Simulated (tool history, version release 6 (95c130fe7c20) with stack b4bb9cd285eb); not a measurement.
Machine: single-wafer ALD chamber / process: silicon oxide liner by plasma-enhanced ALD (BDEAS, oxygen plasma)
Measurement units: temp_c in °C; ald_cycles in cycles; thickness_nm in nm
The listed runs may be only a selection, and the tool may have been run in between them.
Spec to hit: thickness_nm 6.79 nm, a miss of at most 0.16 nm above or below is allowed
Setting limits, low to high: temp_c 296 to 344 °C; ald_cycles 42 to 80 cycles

run 1 hour=0 | temp_c=320 ald_cycles=61 | thickness_nm=5.6722
run 2 hour=3.3 | temp_c=316 ald_cycles=61 | thickness_nm=5.7421
run 3 hour=3.8 | temp_c=314 ald_cycles=64 | thickness_nm=5.9861
run 4 hour=8.2 | temp_c=307 ald_cycles=64 | thickness_nm=6.0838
run 5 hour=10.5 | temp_c=307 ald_cycles=66 | thickness_nm=6.2271
run 6 hour=17.9 | temp_c=307 ald_cycles=62 | thickness_nm=5.871
run 7 hour=24.3 | temp_c=307 ald_cycles=65 | thickness_nm=6.1081
run 8 hour=33.3 | temp_c=307 ald_cycles=68 | thickness_nm=6.4289
run 9 hour=35.3 | temp_c=307 ald_cycles=69 | thickness_nm=6.5036
run 10 hour=37.1 | temp_c=307 ald_cycles=70 | thickness_nm=6.6562

Exactly one of the 5 candidate moves below puts every result within its allowed miss. Which one?
run A hour=38.9 | temp_c=322 ald_cycles=70 | thickness_nm=?
run B hour=38.9 | temp_c=306 ald_cycles=71 | thickness_nm=?
run C hour=38.9 | temp_c=305 ald_cycles=68 | thickness_nm=?
run D hour=38.9 | temp_c=307 ald_cycles=68 | thickness_nm=?
run E hour=38.9 | temp_c=302 ald_cycles=67 | thickness_nm=?

move=A thickness_nm=6.4413
move=B thickness_nm=6.7053
move=C thickness_nm=6.4322
move=D thickness_nm=6.4117
move=E thickness_nm=6.3755
A: misses by more than the last run did
B: meets every target
C: misses by more than the last run did
D: misses by more than the last run did
E: misses by more than the last run did
The move that meets every target is B.
